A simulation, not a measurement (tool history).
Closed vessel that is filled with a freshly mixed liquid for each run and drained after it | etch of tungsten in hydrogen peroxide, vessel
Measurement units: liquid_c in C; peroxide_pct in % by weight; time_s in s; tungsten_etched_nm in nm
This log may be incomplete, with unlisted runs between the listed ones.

run,hour,liquid_c,peroxide_pct,time_s,tungsten_etched_nm
1,0,57,25,85,197.24
2,1.1,57,20,85,177.12
3,4.7,56.5,20,85,171.42
4,7.3,53.5,20,85,143.92
5,8.5,53.5,17,85,131.55
6,12.2,60,17,85,194.27
7,16,59,17,85,181.99
8,19.4,58.5,17,85,179.4

Run 9 comes next. What will it give?
9,25.2,58,17,85,?

{"run 9": {"tungsten_etched_nm": 172.5}}
